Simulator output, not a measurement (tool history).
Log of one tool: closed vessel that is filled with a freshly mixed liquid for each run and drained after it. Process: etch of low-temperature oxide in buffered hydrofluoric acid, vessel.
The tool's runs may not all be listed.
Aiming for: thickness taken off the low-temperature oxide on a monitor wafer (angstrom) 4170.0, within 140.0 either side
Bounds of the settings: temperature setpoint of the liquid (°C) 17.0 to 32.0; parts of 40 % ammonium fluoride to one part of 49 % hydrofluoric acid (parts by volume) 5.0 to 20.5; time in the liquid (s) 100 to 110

run	hour	temperature setpoint of the liquid (°C)	parts of 40 % ammonium fluoride to one part of 49 % hydrofluoric acid (parts by volume)	time in the liquid (s)	thickness taken off the low-temperature oxide on a monitor wafer (angstrom)
1	0.0	25.0	12.5	100	5399.8
2	9.0	25.0	12.5	110	5886.4
3	17.3	25.0	15.0	110	4976.0
4	18.7	24.0	15.0	110	4703.9
5	21.6	23.5	15.0	110	4548.3
6	30.4	26.0	15.0	110	5184.5
7	38.0	24.5	15.0	110	4805.9
8	46.6	23.5	15.0	110	4503.1

Below are 5 possible settings for the next run. Only one of them brings all results inside the allowed miss of their targets. Which is it?
A	55.2	25.0	14.0	100	?
B	55.2	23.5	16.5	110	?
C	55.2	27.0	17.0	105	?
D	55.2	28.0	18.5	105	?
E	55.2	24.0	15.0	105	?

move	thickness taken off the low-temperature oxide on a monitor wafer (angstrom)
A	4828.0
B	4164.0
C	4666.4
D	4529.9
E	4486.4
A: moves away from the targets compared with the last run
B: all results in spec
C: moves away from the targets compared with the last run
D: moves away from the targets compared with the last run
E: gains on the last run, yet a result remains outside its allowed miss
B meets every target.
